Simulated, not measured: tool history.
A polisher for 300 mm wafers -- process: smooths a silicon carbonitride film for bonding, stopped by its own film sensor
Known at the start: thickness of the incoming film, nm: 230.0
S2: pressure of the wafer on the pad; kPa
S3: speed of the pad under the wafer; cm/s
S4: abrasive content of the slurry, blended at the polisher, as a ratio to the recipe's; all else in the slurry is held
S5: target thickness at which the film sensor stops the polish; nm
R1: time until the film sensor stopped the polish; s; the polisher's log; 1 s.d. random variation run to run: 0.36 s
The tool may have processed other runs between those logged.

run 1 hour=0.0 | flow_of_slurry_(ml/min)=175 S2=10.3 S3=116 S4=1.00 S5=221 | R1=46.687
run 2 hour=2.7 | flow_of_slurry_(ml/min)=140 S2=10.3 S3=116 S4=1.00 S5=221 | R1=47.614
run 3 hour=4.8 | flow_of_slurry_(ml/min)=140 S2=11.0 S3=118 S4=1.00 S5=221 | R1=43.802
run 4 hour=11.9 | flow_of_slurry_(ml/min)=140 S2=11.7 S3=120 S4=1.00 S5=221 | R1=41.047
run 5 hour=14.2 | flow_of_slurry_(ml/min)=140 S2=9.0 S3=120 S4=1.00 S5=221 | R1=52.032
run 6 hour=20.2 | flow_of_slurry_(ml/min)=140 S2=9.0 S3=120 S4=1.00 S5=221 | R1=51.198
run 7 hour=27.9 | flow_of_slurry_(ml/min)=140 S2=10.3 S3=124 S4=1.00 S5=221 | R1=45.059

What does the tool deliver on the next run?
run 8 hour=31.5 | flow_of_slurry_(ml/min)=145 S2=13.1 S3=146 S4=1.05 S5=221 | R1=?

{"run 8": {"R1": 30.192}}
